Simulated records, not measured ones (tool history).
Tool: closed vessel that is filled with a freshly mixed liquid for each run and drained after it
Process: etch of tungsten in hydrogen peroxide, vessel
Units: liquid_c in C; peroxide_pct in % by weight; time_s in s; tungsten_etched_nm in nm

{"run": 1, "hour": 0.0, "liquid_c": 47, "peroxide_pct": 25, "time_s": 35, "tungsten_etched_nm": 71.969}
{"run": 2, "hour": 9.3, "liquid_c": 47, "peroxide_pct": 25, "time_s": 30, "tungsten_etched_nm": 62.856}
{"run": 3, "hour": 15.4, "liquid_c": 42.5, "peroxide_pct": 25, "time_s": 30, "tungsten_etched_nm": 46.492}
{"run": 4, "hour": 19.7, "liquid_c": 42.5, "peroxide_pct": 20, "time_s": 30, "tungsten_etched_nm": 41.893}
{"run": 5, "hour": 21.5, "liquid_c": 45.5, "peroxide_pct": 20, "time_s": 30, "tungsten_etched_nm": 50.606}
{"run": 6, "hour": 22.4, "liquid_c": 48, "peroxide_pct": 20, "time_s": 30, "tungsten_etched_nm": 58.991}
{"run": 7, "hour": 26.0, "liquid_c": 50, "peroxide_pct": 20, "time_s": 30, "tungsten_etched_nm": 66.735}

Predict the results of run 8:
{"run": 8, "hour": 27.0, "liquid_c": 52, "peroxide_pct": 20, "time_s": 30, "tungsten_etched_nm": "?"}

tungsten_etched_nm: 75.62 nm
